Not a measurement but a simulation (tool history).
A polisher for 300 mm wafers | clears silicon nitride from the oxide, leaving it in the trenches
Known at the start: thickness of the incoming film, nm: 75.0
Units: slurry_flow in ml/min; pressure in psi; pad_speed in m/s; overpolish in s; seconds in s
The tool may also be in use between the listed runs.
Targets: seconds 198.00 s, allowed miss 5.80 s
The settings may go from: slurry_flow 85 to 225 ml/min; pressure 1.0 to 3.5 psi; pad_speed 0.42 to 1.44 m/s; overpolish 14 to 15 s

run  hour  slurry_flow  pressure  pad_speed  overpolish  seconds
  1   0.0          145       2.2       0.92          14   153.12
  2   8.4          140       2.1       0.92          14   158.95
  3  12.7          140       2.6       0.92          14   128.59
  4  19.0          170       2.6       0.92          14   126.45
  5  25.8          170       3.0       0.92          14   110.20
  6  29.5          205       3.0       0.92          14   106.68
     37.6  -- worn pad replaced by a new one
  7  37.6          205       2.8       0.92          14   107.55
  8  43.9          190       2.6       0.92          14   115.86
  9  46.5          190       2.0       0.90          14   151.93
 10  54.5          190       2.0       0.90          14   151.82
 11  61.6          180       1.9       0.90          14   160.57
 12  66.6          170       1.9       0.90          14   161.25
 13  74.7          160       1.9       0.90          14   162.29
 14  77.2          140       1.4       0.90          14   222.90

Which of these 4 next moves meets every target?
  A  79.7           95       1.6       1.08          15        ?
  B  79.7          175       1.9       0.72          14        ?
  C  79.7          195       1.6       0.90          14        ?
  D  79.7          110       1.6       1.04          15        ?

move  seconds
   A   182.90
   B   199.55
   C   186.72
   D   181.77
A: takes the result that was furthest off past its target
B: meets every target
C: takes the result that was furthest off past its target
D: takes the result that was furthest off past its target
Move B is the one to make.
